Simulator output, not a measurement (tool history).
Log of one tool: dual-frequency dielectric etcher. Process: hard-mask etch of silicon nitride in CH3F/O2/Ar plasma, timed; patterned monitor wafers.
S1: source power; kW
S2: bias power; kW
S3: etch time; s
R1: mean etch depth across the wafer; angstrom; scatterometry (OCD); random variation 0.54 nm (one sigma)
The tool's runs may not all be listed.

Run 1, day 0.000: S1 0.330 kW, S2 0.096 kW, S3 101.0 s. Result: R1 759.16 angstrom.
Run 2, day 0.333: S1 0.350 kW, S2 0.097 kW, S3 101.0 s. Result: R1 780.07 angstrom.
Run 3, day 0.654: S1 0.360 kW, S2 0.098 kW, S3 101.0 s. Result: R1 790.45 angstrom.
Run 4, day 0.996: S1 0.370 kW, S2 0.099 kW, S3 101.0 s. Result: R1 796.13 angstrom.
Run 5, day 1.054: S1 0.370 kW, S2 0.099 kW, S3 91.5 s. Result: R1 721.92 angstrom.
Run 6, day 1.392: S1 0.370 kW, S2 0.092 kW, S3 91.5 s. Result: R1 704.95 angstrom.
Run 7, day 1.496: S1 0.380 kW, S2 0.099 kW, S3 92.0 s. Result: R1 736.33 angstrom.

Forecast run 8:
Run 8, day 1.621: S1 0.380 kW, S2 0.105 kW, S3 92.5 s. Result: R1 ?.

Run 8 gave R1 762.75 angstrom.
